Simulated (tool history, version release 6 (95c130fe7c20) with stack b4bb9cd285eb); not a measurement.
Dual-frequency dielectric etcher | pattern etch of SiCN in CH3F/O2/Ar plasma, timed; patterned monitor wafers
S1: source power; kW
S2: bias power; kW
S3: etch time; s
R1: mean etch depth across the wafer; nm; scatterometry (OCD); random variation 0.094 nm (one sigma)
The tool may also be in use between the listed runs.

| run | hour | S1 | S2 | S3 | R1 |
|---|---|---|---|---|---|
| 1 | 0 | 0.31 | 0.072 | 71 | 24.138 |
| 2 | 5 | 0.27 | 0.072 | 71 | 22.952 |
| 3 | 7.4 | 0.23 | 0.072 | 71 | 21.191 |
| 4 | 13.7 | 0.28 | 0.072 | 71 | 23.32 |
| 5 | 21.3 | 0.25 | 0.07 | 71 | 21.852 |
| 6 | 30 | 0.25 | 0.077 | 71 | 22.953 |
| 7 | 30.6 | 0.23 | 0.075 | 71 | 21.687 |

Run 8 comes next. What will it give?
| 8 | 34.6 | 0.22 | 0.074 | 71 | ? |

{"run 8": {"R1": 21.186}}
